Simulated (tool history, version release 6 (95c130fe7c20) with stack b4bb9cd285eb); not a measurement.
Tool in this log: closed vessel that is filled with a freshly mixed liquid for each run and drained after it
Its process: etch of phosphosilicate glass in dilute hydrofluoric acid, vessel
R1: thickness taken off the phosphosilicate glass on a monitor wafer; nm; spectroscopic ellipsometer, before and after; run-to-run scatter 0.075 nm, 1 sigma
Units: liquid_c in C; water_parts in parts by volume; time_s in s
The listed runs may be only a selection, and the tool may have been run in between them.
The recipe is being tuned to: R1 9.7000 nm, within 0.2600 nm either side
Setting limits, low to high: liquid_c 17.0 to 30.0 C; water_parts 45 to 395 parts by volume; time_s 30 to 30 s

run 1 hour=0.0 | liquid_c=22.0 water_parts=220 time_s=30 | R1=12.0700
run 2 hour=5.1 | liquid_c=22.0 water_parts=170 time_s=30 | R1=16.1610
run 3 hour=10.2 | liquid_c=20.5 water_parts=190 time_s=30 | R1=13.4900
run 4 hour=16.8 | liquid_c=23.0 water_parts=190 time_s=30 | R1=14.9120
run 5 hour=23.0 | liquid_c=26.0 water_parts=190 time_s=30 | R1=16.6090
run 6 hour=27.5 | liquid_c=23.5 water_parts=205 time_s=30 | R1=13.9240
run 7 hour=36.2 | liquid_c=21.5 water_parts=215 time_s=30 | R1=12.1080
run 8 hour=37.5 | liquid_c=20.0 water_parts=220 time_s=30 | R1=11.1770
run 9 hour=46.2 | liquid_c=19.0 water_parts=220 time_s=30 | R1=10.8440
run 10 hour=47.3 | liquid_c=18.5 water_parts=225 time_s=30 | R1=10.3830
run 11 hour=50.5 | liquid_c=18.0 water_parts=225 time_s=30 | R1=10.0980

Exactly one of the 5 candidate moves below puts every result within its allowed miss. Which one?
run A hour=53.7 | liquid_c=17.5 water_parts=215 time_s=30 | R1=?
run B hour=53.7 | liquid_c=17.0 water_parts=235 time_s=30 | R1=?
run C hour=53.7 | liquid_c=18.0 water_parts=245 time_s=30 | R1=?
run D hour=53.7 | liquid_c=19.5 water_parts=245 time_s=30 | R1=?
run E hour=53.7 | liquid_c=17.5 water_parts=245 time_s=30 | R1=?

move=A R1=10.4500
move=B R1=9.2076
move=C R1=9.1001
move=D R1=9.6364
move=E R1=8.9261
A: moves away from the targets compared with the last run
B: carries the result that was furthest off beyond its target, to the other side
C: carries the result that was furthest off beyond its target, to the other side
D: every result within its allowed miss
E: carries the result that was furthest off beyond its target, to the other side
The move that meets every target is D.

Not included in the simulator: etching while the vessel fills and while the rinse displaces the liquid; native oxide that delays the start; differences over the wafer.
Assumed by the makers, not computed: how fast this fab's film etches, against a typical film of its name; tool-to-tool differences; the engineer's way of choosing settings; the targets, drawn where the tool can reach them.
